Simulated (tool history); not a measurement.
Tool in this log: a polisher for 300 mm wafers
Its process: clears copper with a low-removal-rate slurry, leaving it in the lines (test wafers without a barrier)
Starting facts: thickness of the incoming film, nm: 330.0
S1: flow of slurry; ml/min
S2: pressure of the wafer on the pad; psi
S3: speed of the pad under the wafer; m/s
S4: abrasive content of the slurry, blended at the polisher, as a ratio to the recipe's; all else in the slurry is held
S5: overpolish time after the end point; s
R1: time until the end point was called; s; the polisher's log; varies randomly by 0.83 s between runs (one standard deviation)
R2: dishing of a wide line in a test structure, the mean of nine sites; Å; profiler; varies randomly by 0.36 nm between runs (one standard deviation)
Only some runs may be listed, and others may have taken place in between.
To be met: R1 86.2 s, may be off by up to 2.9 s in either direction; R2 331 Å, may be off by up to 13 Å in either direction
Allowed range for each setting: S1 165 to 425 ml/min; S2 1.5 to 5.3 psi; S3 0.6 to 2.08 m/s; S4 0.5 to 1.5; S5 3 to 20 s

run    day   S1   S2    S3  S4  S5      R1      R2
  1      0  275  3.4  1.34   1  10  69.946  339.93
  2   0.15  270  3.2  1.34   1  10   74.39  317.85
  3  0.192  335  3.2  1.34   1  10  73.015  326.43
  4    0.4  290  3.2  1.34   1  10   74.32  326.74
  5  0.675  290  3.1  1.34   1  10  75.184  317.98
  6  0.725  290  3.1  1.56   1  10  68.965  338.61
  7  1.058  290  2.9  1.54   1  11  72.936   351.5
  8  1.258  290  2.8  1.54   1  11  75.562  341.34
  9  1.404  290  2.7  1.54   1  11  77.151  328.89
 10  1.754  275  2.3  1.52   1  13  88.773  335.78

Pick the move, out of 4, that brings all results within their allowed miss; only one does.
  A  2.104  215  2.7  1.24  1.2  12   ?   ?
  B  2.104  265  2.4  1.42  1.1  14   ?   ?
  C  2.104  200  2.2   1.6    1  13   ?   ?
  D  2.104  230  2.5  1.52  0.8  14   ?   ?

move      R1      R2
   A  85.877  322.66
   B  88.448  357.85
   C  93.708  318.24
   D  92.064  346.31
A: every result lands within tolerance
B: corrects the largest miss of the last run, while another result sits out of spec
C: lands further from the targets than the last run did
D: lands further from the targets than the last run did
Move A is the one to make.
